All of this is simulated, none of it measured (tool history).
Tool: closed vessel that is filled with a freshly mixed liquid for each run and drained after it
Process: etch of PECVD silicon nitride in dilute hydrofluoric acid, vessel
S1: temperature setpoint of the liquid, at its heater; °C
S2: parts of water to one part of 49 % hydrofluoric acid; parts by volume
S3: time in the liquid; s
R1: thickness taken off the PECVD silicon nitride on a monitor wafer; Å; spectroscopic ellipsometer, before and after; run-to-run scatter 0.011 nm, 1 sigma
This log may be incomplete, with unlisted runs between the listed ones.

| run | hour | S1 | S2 | S3 | R1 |
|---|---|---|---|---|---|
| 1 | 0.0 | 21.0 | 265 | 185 | 34.383 |
| 2 | 2.8 | 23.0 | 265 | 185 | 38.961 |
| 3 | 6.7 | 23.0 | 265 | 135 | 28.311 |
| 4 | 14.2 | 23.0 | 265 | 185 | 38.987 |
| 5 | 15.4 | 21.5 | 285 | 185 | 32.942 |
| 6 | 19.5 | 20.5 | 310 | 185 | 28.431 |
|  | 22.3 | hydrofluoric acid flow meter replaced |
| 7 | 22.3 | 19.5 | 325 | 185 | 23.905 |
| 8 | 27.0 | 19.0 | 325 | 185 | 23.253 |

Run 9 has not been measured yet. What should we expect?
| 9 | 28.5 | 18.5 | 325 | 185 | ? |

R1: 22.377 Å

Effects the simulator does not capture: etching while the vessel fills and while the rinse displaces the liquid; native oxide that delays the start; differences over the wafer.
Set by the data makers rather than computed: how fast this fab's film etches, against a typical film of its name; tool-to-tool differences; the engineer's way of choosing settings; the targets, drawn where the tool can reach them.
